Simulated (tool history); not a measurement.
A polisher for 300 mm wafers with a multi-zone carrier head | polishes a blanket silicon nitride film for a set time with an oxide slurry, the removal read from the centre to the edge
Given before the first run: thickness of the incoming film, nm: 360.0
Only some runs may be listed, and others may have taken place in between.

run	hour	flow of slurry (ml/min)	pressure of the head's centre zone	pressure of the head's middle zone	pressure of the head's edge zone	abrasive content of the slurry	polishing time (s)	film removed at the wafer's centre (nm)	film removed at mid-radius (nm)	film removed at the wafer's edge (nm)
1	0	185	1	1	1	1	66	28.021	28.543	28.446
2	7.6	185	1.06	1	1	1	66	28.462	28.031	28.19
3	10.6	180	1.04	1	0.99	0.9	66	26.963	26.412	27.036
4	12.7	180	1.02	1.01	0.97	0.85	65	25.851	25.696	25.526
5	17.9	175	1	1.01	0.96	0.8	65	23.963	24.595	24.956
6	20.2	170	1	1.01	0.94	0.8	65	23.362	24.287	24.171
7	24.9	165	1	1.01	0.92	0.8	65	23.387	24.344	24.565
8	30	170	1	1.02	0.92	0.75	65	22.686	24.223	23.424
9	37.9	165	1	1.02	0.91	0.75	65	22.583	23.735	23.579
10	39.3	165	1	1.02	0.9	0.75	65	22.9	23.784	23.17
11	41.3	160	1	1.02	0.89	0.75	65	22.648	24.156	22.644

What does the tool deliver on the next run?
12	44.4	155	1	1.01	0.89	0.75	65	?	?	?

film removed at the wafer's centre (nm): 22.625
film removed at mid-radius (nm): 23.315
film removed at the wafer's edge (nm): 22.745
